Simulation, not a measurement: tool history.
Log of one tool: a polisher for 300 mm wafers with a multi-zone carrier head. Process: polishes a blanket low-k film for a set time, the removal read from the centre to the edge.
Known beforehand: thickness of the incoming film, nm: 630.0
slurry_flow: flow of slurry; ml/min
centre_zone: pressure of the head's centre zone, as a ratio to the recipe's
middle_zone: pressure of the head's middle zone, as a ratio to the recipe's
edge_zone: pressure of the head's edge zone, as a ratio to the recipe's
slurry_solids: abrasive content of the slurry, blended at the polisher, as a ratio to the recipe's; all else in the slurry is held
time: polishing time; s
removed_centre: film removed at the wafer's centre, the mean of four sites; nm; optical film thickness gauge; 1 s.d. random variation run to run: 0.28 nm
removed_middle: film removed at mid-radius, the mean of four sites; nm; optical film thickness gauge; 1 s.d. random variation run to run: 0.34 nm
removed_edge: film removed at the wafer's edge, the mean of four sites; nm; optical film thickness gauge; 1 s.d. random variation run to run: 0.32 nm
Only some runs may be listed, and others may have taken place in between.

run 1 day=0 | slurry_flow=130 centre_zone=1 middle_zone=1 edge_zone=1 slurry_solids=1 time=76 | removed_centre=43.871 removed_middle=42.81 removed_edge=42.207
run 2 day=0.346 | slurry_flow=130 centre_zone=1 middle_zone=1 edge_zone=1 slurry_solids=1 time=93 | removed_centre=53.316 removed_middle=53.246 removed_edge=52.415
run 3 day=0.679 | slurry_flow=130 centre_zone=1 middle_zone=1 edge_zone=0.93 slurry_solids=1 time=93 | removed_centre=53.429 removed_middle=52.724 removed_edge=50.319
run 4 day=0.75 | slurry_flow=120 centre_zone=0.96 middle_zone=0.97 edge_zone=0.9 slurry_solids=0.85 time=92 | removed_centre=46.148 removed_middle=45.869 removed_edge=45.236
run 5 day=0.896 | slurry_flow=95 centre_zone=0.96 middle_zone=0.97 edge_zone=0.9 slurry_solids=0.85 time=92 | removed_centre=43.457 removed_middle=44.445 removed_edge=44.097
run 6 day=1.025 | slurry_flow=100 centre_zone=0.94 middle_zone=0.96 edge_zone=0.88 slurry_solids=0.75 time=91 | removed_centre=39.728 removed_middle=40.002 removed_edge=39.758
run 7 day=1.212 | slurry_flow=100 centre_zone=0.92 middle_zone=0.95 edge_zone=0.86 slurry_solids=0.7 time=91 | removed_centre=37.12 removed_middle=38.632 removed_edge=37.703
run 8 day=1.433 | slurry_flow=85 centre_zone=0.88 middle_zone=0.88 edge_zone=0.81 slurry_solids=0.7 time=91 | removed_centre=34.746 removed_middle=35.755 removed_edge=36.866

Run 9 has not been measured yet. What should we expect?
run 9 day=1.567 | slurry_flow=85 centre_zone=0.88 middle_zone=0.89 edge_zone=0.81 slurry_solids=0.7 time=91 | removed_centre=? removed_middle=? removed_edge=?

removed_centre: 34.94 nm
removed_middle: 36.581 nm
removed_edge: 36.7 nm
